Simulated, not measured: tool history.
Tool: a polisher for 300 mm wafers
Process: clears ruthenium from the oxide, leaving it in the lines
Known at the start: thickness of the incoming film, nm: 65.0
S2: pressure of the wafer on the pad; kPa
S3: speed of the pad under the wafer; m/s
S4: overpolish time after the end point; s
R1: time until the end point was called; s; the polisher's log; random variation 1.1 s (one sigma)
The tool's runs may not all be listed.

run 1 hour=0.0 | flow_of_slurry_(ml/min)=195 S2=11.0 S3=0.80 S4=6 | R1=98.141
run 2 hour=2.4 | flow_of_slurry_(ml/min)=195 S2=11.7 S3=0.80 S4=6 | R1=88.558
run 3 hour=8.5 | flow_of_slurry_(ml/min)=195 S2=9.7 S3=0.80 S4=6 | R1=113.730
run 4 hour=11.2 | flow_of_slurry_(ml/min)=195 S2=11.0 S3=0.80 S4=6 | R1=100.110
run 5 hour=12.7 | flow_of_slurry_(ml/min)=160 S2=11.0 S3=0.80 S4=6 | R1=100.690
run 6 hour=21.7 | flow_of_slurry_(ml/min)=160 S2=11.7 S3=0.80 S4=6 | R1=96.601

The next listed run, before its measurement:
run 7 hour=23.5 | flow_of_slurry_(ml/min)=170 S2=12.4 S3=0.80 S4=6 | R1=?

{"run 7": {"R1": 89.466}}
